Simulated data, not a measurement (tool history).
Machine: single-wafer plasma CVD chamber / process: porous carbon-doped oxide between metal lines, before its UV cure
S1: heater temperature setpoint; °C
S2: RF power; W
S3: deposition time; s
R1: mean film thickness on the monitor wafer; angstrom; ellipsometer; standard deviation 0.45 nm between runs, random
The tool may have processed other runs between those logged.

run    day   S1   S2    S3      R1
  1  0.000  310  475  30.6  1547.5
  2  0.042  316  450  30.6  1428.8
  3  0.167  321  440  30.6  1367.5
  4  0.400  324  430  30.6  1322.8
  5  0.567  327  425  30.6  1288.8
  6  0.875  318  425  30.6  1346.0
  7  1.125  322  420  30.6  1308.8

Predict the results of run 8:
  8  1.362  325  420  30.6   ?

For run 8 the tool returned R1 1290.7 angstrom.

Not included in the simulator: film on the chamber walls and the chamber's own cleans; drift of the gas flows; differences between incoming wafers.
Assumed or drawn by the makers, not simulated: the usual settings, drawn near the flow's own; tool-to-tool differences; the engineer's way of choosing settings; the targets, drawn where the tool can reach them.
